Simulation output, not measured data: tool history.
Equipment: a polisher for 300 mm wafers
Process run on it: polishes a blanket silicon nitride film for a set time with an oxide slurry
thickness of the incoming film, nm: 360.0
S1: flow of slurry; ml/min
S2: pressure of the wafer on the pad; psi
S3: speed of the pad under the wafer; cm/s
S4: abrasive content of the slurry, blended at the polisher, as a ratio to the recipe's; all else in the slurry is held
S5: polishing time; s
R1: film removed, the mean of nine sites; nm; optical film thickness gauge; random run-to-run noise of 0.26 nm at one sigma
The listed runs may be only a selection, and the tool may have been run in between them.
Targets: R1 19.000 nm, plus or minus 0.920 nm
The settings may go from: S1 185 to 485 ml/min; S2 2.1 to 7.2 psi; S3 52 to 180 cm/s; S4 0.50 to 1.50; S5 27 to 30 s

run  hour   S1   S2   S3    S4  S5      R1
  1   0.0  310  4.6  116  1.00  30  25.792
  2   1.9  270  4.6  116  1.00  30  25.718
  3   3.0  270  4.6   96  1.00  30  21.788
  4   8.5  270  4.5   96  1.00  30  20.952
  5  16.3  270  4.4   96  1.00  30  20.995
     24.6  -- worn pad replaced by a new one
  6  24.6  270  5.2   96  1.00  30  26.923
  7  29.3  270  4.9   96  1.00  30  25.654
  8  31.3  270  4.7   96  1.00  30  25.193
  9  34.9  270  4.5   96  1.00  30  25.411

Which single option among these 5 for the next run brings every result within its allowed miss of target? Just one does.
  A  38.5  330  4.6  104  0.60  29   ?
  B  38.5  290  4.0  104  0.90  28   ?
  C  38.5  205  4.4   94  1.05  29   ?
  D  38.5  185  4.3   82  1.05  29   ?
  E  38.5  445  3.1  106  0.90  27   ?

move      R1
   A  21.657
   B  22.628
   C  23.798
   D  20.935
   E  19.751
A: gains on the last run, yet a result remains outside its allowed miss
B: gains on the last run, yet a result remains outside its allowed miss
C: gains on the last run, yet a result remains outside its allowed miss
D: gains on the last run, yet a result remains outside its allowed miss
E: hits every target within its allowed miss
E meets every target.
